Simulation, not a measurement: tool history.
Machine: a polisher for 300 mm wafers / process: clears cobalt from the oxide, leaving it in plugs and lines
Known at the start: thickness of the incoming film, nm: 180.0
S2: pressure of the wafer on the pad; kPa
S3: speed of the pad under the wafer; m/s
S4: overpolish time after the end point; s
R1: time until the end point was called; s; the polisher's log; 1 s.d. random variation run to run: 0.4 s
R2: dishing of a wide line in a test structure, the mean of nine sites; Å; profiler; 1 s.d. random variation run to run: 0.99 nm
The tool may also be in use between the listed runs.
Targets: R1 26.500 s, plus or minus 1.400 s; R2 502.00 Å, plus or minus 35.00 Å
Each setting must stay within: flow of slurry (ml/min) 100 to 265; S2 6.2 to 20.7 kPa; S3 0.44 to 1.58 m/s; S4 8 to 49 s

{"run": 1, "hour": 0.0, "flow of slurry (ml/min)": 170, "S2": 13.1, "S3": 1.0, "S4": 25, "R1": 33.611, "R2": 502.45}
{"run": 2, "hour": 3.4, "flow of slurry (ml/min)": 170, "S2": 13.8, "S3": 1.0, "S4": 24, "R1": 31.96, "R2": 486.11}
{"run": 3, "hour": 11.8, "flow of slurry (ml/min)": 170, "S2": 13.8, "S3": 1.0, "S4": 15, "R1": 31.677, "R2": 417.32}
{"run": 4, "hour": 14.9, "flow of slurry (ml/min)": 170, "S2": 11.0, "S3": 1.0, "S4": 15, "R1": 39.545, "R2": 378.32}
{"run": 5, "hour": 17.2, "flow of slurry (ml/min)": 170, "S2": 11.7, "S3": 1.0, "S4": 16, "R1": 36.908, "R2": 409.51}
{"run": 6, "hour": 19.8, "flow of slurry (ml/min)": 170, "S2": 12.4, "S3": 1.0, "S4": 17, "R1": 34.553, "R2": 422.31}
{"run": 7, "hour": 25.4, "flow of slurry (ml/min)": 170, "S2": 13.1, "S3": 1.0, "S4": 18, "R1": 32.904, "R2": 440.72}
{"run": 8, "hour": 33.9, "flow of slurry (ml/min)": 170, "S2": 13.8, "S3": 1.0, "S4": 18, "R1": 31.814, "R2": 458.37}
{"run": 9, "hour": 36.7, "flow of slurry (ml/min)": 170, "S2": 14.5, "S3": 1.0, "S4": 18, "R1": 30.229, "R2": 461.74}
{"run": 10, "hour": 42.9, "flow of slurry (ml/min)": 170, "S2": 15.2, "S3": 1.0, "S4": 19, "R1": 28.55, "R2": 489.44}

Which one of the following 4 next-run settings gets every result inside its allowed miss? There is exactly one.
{"run": "A", "hour": 49.1, "flow of slurry (ml/min)": 175, "S2": 15.2, "S3": 0.94, "S4": 22, "R1": "?", "R2": "?"}
{"run": "B", "hour": 49.1, "flow of slurry (ml/min)": 165, "S2": 14.5, "S3": 0.98, "S4": 23, "R1": "?", "R2": "?"}
{"run": "C", "hour": 49.1, "flow of slurry (ml/min)": 205, "S2": 15.2, "S3": 1.06, "S4": 22, "R1": "?", "R2": "?"}
{"run": "D", "hour": 49.1, "flow of slurry (ml/min)": 145, "S2": 15.9, "S3": 0.92, "S4": 13, "R1": "?", "R2": "?"}

move=A R1=30.962 R2=482.78
move=B R1=31.379 R2=486.89
move=C R1=27.037 R2=498.81
move=D R1=31.099 R2=393.35
A: the biggest miss grows against the last run
B: the biggest miss grows against the last run
C: in spec on every target
D: the biggest miss grows against the last run
Go with C: it meets all targets.
